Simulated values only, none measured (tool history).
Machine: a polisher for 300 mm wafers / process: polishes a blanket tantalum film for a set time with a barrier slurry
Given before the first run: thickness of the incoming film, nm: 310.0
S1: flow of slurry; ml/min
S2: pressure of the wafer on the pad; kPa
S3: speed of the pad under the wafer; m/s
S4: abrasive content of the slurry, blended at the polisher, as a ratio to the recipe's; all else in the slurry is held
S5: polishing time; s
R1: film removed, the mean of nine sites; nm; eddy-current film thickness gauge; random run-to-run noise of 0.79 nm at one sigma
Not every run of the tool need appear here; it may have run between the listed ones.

Run 1, hour 0: S1 265 ml/min, S2 17.2 kPa, S3 0.9 m/s, S4 1, S5 75 s. Result: R1 157.35 nm.
Run 2, hour 1.9: S1 265 ml/min, S2 17.2 kPa, S3 1.1 m/s, S4 1, S5 75 s. Result: R1 189.68 nm.
Run 3, hour 7.1: S1 210 ml/min, S2 17.2 kPa, S3 1.1 m/s, S4 1, S5 75 s. Result: R1 185.22 nm.
Run 4, hour 8: S1 160 ml/min, S2 17.2 kPa, S3 1.1 m/s, S4 1, S5 75 s. Result: R1 180.66 nm.
Run 5, hour 15.8: S1 160 ml/min, S2 15.9 kPa, S3 1.08 m/s, S4 1, S5 75 s. Result: R1 165.63 nm.
Run 6, hour 24.1: S1 160 ml/min, S2 15.9 kPa, S3 1.08 m/s, S4 0.9, S5 75 s. Result: R1 162.07 nm.
Run 7, hour 29.4: S1 160 ml/min, S2 14.5 kPa, S3 1.06 m/s, S4 0.9, S5 75 s. Result: R1 143.99 nm.
Run 8, hour 31.9: S1 160 ml/min, S2 13.8 kPa, S3 1.04 m/s, S4 0.9, S5 75 s. Result: R1 134.6 nm.
Run 9, hour 36.3: S1 160 ml/min, S2 13.1 kPa, S3 1.04 m/s, S4 0.9, S5 75 s. Result: R1 127.27 nm.

The next listed run, before its measurement:
Run 10, hour 44.9: S1 160 ml/min, S2 12.4 kPa, S3 1.04 m/s, S4 0.9, S5 75 s. Result: R1 ?.

R1: 120.05 nm
